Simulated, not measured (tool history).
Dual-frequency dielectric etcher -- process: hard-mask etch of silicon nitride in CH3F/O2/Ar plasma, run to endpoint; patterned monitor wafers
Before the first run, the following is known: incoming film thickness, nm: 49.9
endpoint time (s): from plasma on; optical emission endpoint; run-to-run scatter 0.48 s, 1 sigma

run 1 hour=0.0 | source_power_(kW)=0.480 bias_power_(kW)=0.072 | endpoint_time_(s)=67.342
run 2 hour=4.4 | source_power_(kW)=0.410 bias_power_(kW)=0.072 | endpoint_time_(s)=71.083
run 3 hour=6.6 | source_power_(kW)=0.440 bias_power_(kW)=0.075 | endpoint_time_(s)=67.560
run 4 hour=9.4 | source_power_(kW)=0.440 bias_power_(kW)=0.068 | endpoint_time_(s)=71.696
run 5 hour=11.3 | source_power_(kW)=0.440 bias_power_(kW)=0.061 | endpoint_time_(s)=74.730
run 6 hour=19.6 | source_power_(kW)=0.460 bias_power_(kW)=0.064 | endpoint_time_(s)=70.392
run 7 hour=22.9 | source_power_(kW)=0.480 bias_power_(kW)=0.065 | endpoint_time_(s)=68.973
run 8 hour=29.7 | source_power_(kW)=0.500 bias_power_(kW)=0.066 | endpoint_time_(s)=68.506

Run 9 has not been measured yet. What should we expect?
run 9 hour=37.2 | source_power_(kW)=0.520 bias_power_(kW)=0.068 | endpoint_time_(s)=?

{"run 9": {"endpoint time (s)": 66.694}}

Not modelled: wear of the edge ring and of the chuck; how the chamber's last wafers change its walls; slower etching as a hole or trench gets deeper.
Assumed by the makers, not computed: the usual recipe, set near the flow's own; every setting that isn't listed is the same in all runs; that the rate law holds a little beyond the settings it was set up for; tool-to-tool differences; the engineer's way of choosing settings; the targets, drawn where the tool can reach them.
